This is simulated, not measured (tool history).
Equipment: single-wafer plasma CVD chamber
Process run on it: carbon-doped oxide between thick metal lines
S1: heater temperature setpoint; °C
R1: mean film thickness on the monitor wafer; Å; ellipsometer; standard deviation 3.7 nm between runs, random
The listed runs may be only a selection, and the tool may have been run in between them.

run 1 hour=0 | S1=335 chamber_pressure_(Torr)=5.12 RF_power_(kW)=0.63 deposition_time_(s)=290 | R1=16299
run 2 hour=8.3 | S1=335 chamber_pressure_(Torr)=6.03 RF_power_(kW)=0.63 deposition_time_(s)=290 | R1=16630
run 3 hour=12 | S1=335 chamber_pressure_(Torr)=6.03 RF_power_(kW)=0.56 deposition_time_(s)=290 | R1=14923
run 4 hour=13.8 | S1=339 chamber_pressure_(Torr)=6.03 RF_power_(kW)=0.56 deposition_time_(s)=290 | R1=14731
run 5 hour=19.1 | S1=346 chamber_pressure_(Torr)=6.03 RF_power_(kW)=0.56 deposition_time_(s)=290 | R1=14517
run 6 hour=25.4 | S1=339 chamber_pressure_(Torr)=6.39 RF_power_(kW)=0.595 deposition_time_(s)=290 | R1=15665

Run 7 has not been measured yet. What should we expect?
run 7 hour=27.4 | S1=333 chamber_pressure_(Torr)=6.65 RF_power_(kW)=0.61 deposition_time_(s)=290 | R1=?

For run 7 the tool returned R1 16382 Å.
